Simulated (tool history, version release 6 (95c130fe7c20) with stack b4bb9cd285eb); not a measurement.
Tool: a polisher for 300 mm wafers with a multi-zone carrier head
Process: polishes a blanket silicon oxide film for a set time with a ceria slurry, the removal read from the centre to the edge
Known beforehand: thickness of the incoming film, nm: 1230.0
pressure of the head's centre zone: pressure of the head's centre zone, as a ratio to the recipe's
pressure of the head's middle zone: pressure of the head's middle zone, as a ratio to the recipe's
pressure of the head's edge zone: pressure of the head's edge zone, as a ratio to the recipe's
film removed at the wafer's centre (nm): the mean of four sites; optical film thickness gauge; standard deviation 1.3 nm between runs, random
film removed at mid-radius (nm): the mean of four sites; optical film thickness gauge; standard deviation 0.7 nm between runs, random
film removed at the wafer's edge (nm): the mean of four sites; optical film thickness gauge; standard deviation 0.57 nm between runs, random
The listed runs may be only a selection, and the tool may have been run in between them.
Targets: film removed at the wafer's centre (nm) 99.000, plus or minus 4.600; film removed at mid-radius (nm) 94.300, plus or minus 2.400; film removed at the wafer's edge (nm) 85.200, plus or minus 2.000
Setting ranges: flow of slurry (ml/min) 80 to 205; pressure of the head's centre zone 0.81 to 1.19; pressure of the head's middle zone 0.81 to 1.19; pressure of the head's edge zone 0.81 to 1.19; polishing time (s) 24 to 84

run,hour,flow of slurry (ml/min),pressure of the head's centre zone,pressure of the head's middle zone,pressure of the head's edge zone,polishing time (s),film removed at the wafer's centre (nm),film removed at mid-radius (nm),film removed at the wafer's edge (nm)
1,0.0,135,1.00,1.00,1.00,54,180.240,172.300,166.740
2,1.4,110,1.00,1.00,1.00,54,171.500,164.600,162.960
3,7.8,110,1.00,1.00,0.94,44,139.070,131.970,127.380
4,11.7,115,1.00,1.00,0.90,38,117.880,115.060,111.460
5,16.1,110,1.03,1.02,0.87,35,113.240,107.740,100.310
# hour 22.1: centre zone pressure recalibrated
6,22.1,110,1.03,0.94,0.87,35,110.330,101.330,100.100
7,31.0,105,1.04,0.97,0.85,33,100.360,96.105,92.522
8,35.1,100,1.07,0.99,0.84,33,103.630,96.410,91.204
9,36.6,95,1.08,1.01,0.83,33,99.618,94.342,89.913
10,45.0,110,1.15,1.10,0.81,30,100.780,97.925,83.417
11,50.4,105,1.14,1.09,0.82,30,100.440,97.441,82.241
12,53.3,105,1.13,1.07,0.83,30,101.030,93.308,82.471

Which one of the following 5 next-run settings gets every result inside its allowed miss? There is exactly one.
A,56.2,80,1.10,1.09,0.84,34,?,?,?
B,56.2,130,1.19,1.08,0.94,30,?,?,?
C,56.2,105,1.13,1.07,0.81,29,?,?,?
D,56.2,120,1.18,1.04,0.85,31,?,?,?
E,56.2,110,1.10,1.05,0.86,30,?,?,?

move,film removed at the wafer's centre (nm),film removed at mid-radius (nm),film removed at the wafer's edge (nm)
A,96.543,98.045,87.979
B,110.460,100.720,90.017
C,94.986,91.120,79.231
D,110.600,98.915,88.478
E,97.321,94.167,84.516
A: takes the biggest miss from the last run beyond its target
B: takes the biggest miss from the last run beyond its target
C: its largest miss is bigger than the last run's
D: takes the biggest miss from the last run beyond its target
E: all results land within tolerance of their targets
E meets every target.
